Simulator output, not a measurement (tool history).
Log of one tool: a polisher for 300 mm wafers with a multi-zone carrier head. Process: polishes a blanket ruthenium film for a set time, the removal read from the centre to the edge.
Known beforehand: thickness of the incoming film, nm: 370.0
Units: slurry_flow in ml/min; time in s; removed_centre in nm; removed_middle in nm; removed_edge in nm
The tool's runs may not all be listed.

| run | hour | slurry_flow | centre_zone | middle_zone | edge_zone | time | removed_centre | removed_middle | removed_edge |
|---|---|---|---|---|---|---|---|---|---|
| 1 | 0.0 | 160 | 1.00 | 1.00 | 1.00 | 42 | 45.773 | 46.432 | 45.830 |
| 2 | 8.5 | 170 | 1.01 | 1.04 | 1.02 | 44 | 48.792 | 49.452 | 49.620 |
| 3 | 17.2 | 175 | 1.01 | 1.07 | 0.99 | 46 | 51.293 | 54.231 | 52.291 |
| 4 | 23.1 | 185 | 1.02 | 1.10 | 0.97 | 47 | 53.322 | 56.602 | 52.417 |
| 5 | 31.2 | 190 | 1.02 | 1.12 | 0.97 | 48 | 55.013 | 59.461 | 54.307 |
| 6 | 34.8 | 190 | 1.07 | 1.12 | 0.97 | 48 | 57.037 | 58.962 | 54.045 |

Forecast run 7:
| 7 | 40.2 | 195 | 1.06 | 1.14 | 0.97 | 49 | ? | ? | ? |

Run 7 gave removed_centre 57.816 nm, removed_middle 61.481 nm, removed_edge 56.937 nm.

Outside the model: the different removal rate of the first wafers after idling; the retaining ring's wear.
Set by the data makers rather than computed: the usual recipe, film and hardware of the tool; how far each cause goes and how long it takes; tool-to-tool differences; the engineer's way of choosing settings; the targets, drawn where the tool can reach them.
